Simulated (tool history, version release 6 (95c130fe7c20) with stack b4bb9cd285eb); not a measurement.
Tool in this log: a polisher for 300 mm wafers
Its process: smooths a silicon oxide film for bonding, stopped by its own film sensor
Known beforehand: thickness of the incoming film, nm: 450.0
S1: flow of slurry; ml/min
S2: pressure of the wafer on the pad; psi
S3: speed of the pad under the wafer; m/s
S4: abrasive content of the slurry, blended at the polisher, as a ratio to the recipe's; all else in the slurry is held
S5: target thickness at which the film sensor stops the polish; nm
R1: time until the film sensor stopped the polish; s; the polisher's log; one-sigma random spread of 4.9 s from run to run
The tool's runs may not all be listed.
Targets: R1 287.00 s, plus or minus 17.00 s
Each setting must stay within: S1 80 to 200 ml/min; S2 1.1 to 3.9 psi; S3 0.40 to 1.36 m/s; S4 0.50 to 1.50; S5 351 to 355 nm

run	hour	S1	S2	S3	S4	S5	R1
1	0.0	130	2.5	0.88	1.00	355	109.31
2	2.2	130	2.5	0.88	1.10	355	101.78
3	6.3	130	2.1	0.74	1.05	355	144.10
4	13.8	110	2.1	0.74	1.05	355	146.93
5	17.8	110	1.8	0.66	1.05	355	190.39
6	18.7	110	1.6	0.64	1.05	355	221.06
7	19.6	110	1.5	0.64	1.05	355	225.09
8	28.6	110	1.4	0.62	1.05	355	257.46
9	31.0	110	1.3	0.62	1.05	355	268.81

Exercise: of the 5 proposed moves below, exactly one satisfies all targets within the stated allowed misses. Which move is it?
A	33.4	135	1.1	0.62	1.05	351	?
B	33.4	105	1.3	0.70	1.10	355	?
C	33.4	130	1.6	0.68	0.75	355	?
D	33.4	120	1.6	0.64	0.85	355	?
E	33.4	150	1.1	0.70	1.05	351	?

move	R1
A	311.76
B	236.98
C	251.39
D	241.39
E	277.96
A: carries the result that was furthest off beyond its target, to the other side
B: its largest miss is bigger than the last run's
C: its largest miss is bigger than the last run's
D: its largest miss is bigger than the last run's
E: every result within its allowed miss
Go with E: it meets all targets.
